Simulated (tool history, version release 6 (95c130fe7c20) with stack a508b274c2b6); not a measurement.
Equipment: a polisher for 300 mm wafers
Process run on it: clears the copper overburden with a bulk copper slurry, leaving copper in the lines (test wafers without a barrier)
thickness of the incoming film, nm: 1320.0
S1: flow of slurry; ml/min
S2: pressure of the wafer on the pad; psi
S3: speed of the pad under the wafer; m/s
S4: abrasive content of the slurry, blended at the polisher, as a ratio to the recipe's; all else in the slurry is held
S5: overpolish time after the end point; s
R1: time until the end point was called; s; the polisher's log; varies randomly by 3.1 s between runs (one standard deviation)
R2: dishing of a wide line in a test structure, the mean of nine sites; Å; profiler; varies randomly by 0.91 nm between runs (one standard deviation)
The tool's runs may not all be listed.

{"run": 1, "hour": 0.0, "S1": 275, "S2": 2.7, "S3": 1.42, "S4": 1.0, "S5": 18, "R1": 122.69, "R2": 955.85}
{"run": 2, "hour": 0.6, "S1": 275, "S2": 2.7, "S3": 1.42, "S4": 1.15, "S5": 18, "R1": 114.86, "R2": 986.19}
{"run": 3, "hour": 1.4, "S1": 275, "S2": 2.5, "S3": 1.4, "S4": 1.15, "S5": 19, "R1": 124.98, "R2": 935.75}
{"run": 4, "hour": 6.5, "S1": 210, "S2": 2.5, "S3": 1.4, "S4": 1.15, "S5": 19, "R1": 128.79, "R2": 922.03}
{"run": 5, "hour": 13.8, "S1": 265, "S2": 2.5, "S3": 1.4, "S4": 1.15, "S5": 19, "R1": 124.68, "R2": 962.95}
{"run": 6, "hour": 15.0, "S1": 265, "S2": 2.3, "S3": 1.36, "S4": 1.15, "S5": 20, "R1": 139.26, "R2": 907.48}
{"run": 7, "hour": 17.0, "S1": 265, "S2": 2.1, "S3": 1.34, "S4": 1.15, "S5": 21, "R1": 153.7, "R2": 864.51}
{"run": 8, "hour": 21.9, "S1": 265, "S2": 2.0, "S3": 1.32, "S4": 1.15, "S5": 22, "R1": 163.15, "R2": 857.37}
{"run": 9, "hour": 25.8, "S1": 265, "S2": 1.9, "S3": 1.32, "S4": 1.15, "S5": 23, "R1": 170.2, "R2": 846.87}
{"run": 10, "hour": 28.0, "S1": 265, "S2": 1.8, "S3": 1.32, "S4": 1.15, "S5": 24, "R1": 177.42, "R2": 835.13}

Expected results for the next run?
{"run": 11, "hour": 35.9, "S1": 265, "S2": 1.7, "S3": 1.32, "S4": 1.15, "S5": 25, "R1": "?", "R2": "?"}

Logged for run 11: R1 188.87 s, R2 816.89 Å.
